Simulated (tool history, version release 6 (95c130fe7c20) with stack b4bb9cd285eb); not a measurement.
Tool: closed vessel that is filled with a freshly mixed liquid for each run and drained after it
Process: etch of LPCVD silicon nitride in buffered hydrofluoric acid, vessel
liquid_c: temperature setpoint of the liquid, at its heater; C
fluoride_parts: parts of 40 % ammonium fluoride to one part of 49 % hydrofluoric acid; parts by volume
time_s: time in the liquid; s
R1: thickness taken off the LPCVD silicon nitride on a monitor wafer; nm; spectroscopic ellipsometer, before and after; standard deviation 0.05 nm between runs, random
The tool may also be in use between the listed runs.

Run 1, hour 0.0: liquid_c 25.0 C, fluoride_parts 16.5 parts by volume, time_s 840 s. Result: R1 6.4650 nm.
Run 2, hour 9.8: liquid_c 27.5 C, fluoride_parts 16.0 parts by volume, time_s 840 s. Result: R1 7.7133 nm.
Run 3, hour 15.5: liquid_c 29.0 C, fluoride_parts 16.0 parts by volume, time_s 840 s. Result: R1 8.3214 nm.
Run 4, hour 19.3: liquid_c 29.0 C, fluoride_parts 16.0 parts by volume, time_s 635 s. Result: R1 6.2825 nm.
Run 5, hour 25.7: liquid_c 30.0 C, fluoride_parts 13.5 parts by volume, time_s 635 s. Result: R1 7.8424 nm.
Run 6, hour 32.5: liquid_c 30.0 C, fluoride_parts 13.5 parts by volume, time_s 635 s. Result: R1 7.8470 nm.
Run 7, hour 38.0: liquid_c 30.5 C, fluoride_parts 12.0 parts by volume, time_s 635 s. Result: R1 9.0158 nm.
Run 8, hour 42.1: liquid_c 31.0 C, fluoride_parts 11.5 parts by volume, time_s 635 s. Result: R1 9.6272 nm.

Run 9 has not been measured yet. What should we expect?
Run 9, hour 45.0: liquid_c 31.5 C, fluoride_parts 11.5 parts by volume, time_s 635 s. Result: R1 ?.

{"run 9": {"R1": 9.9924}}
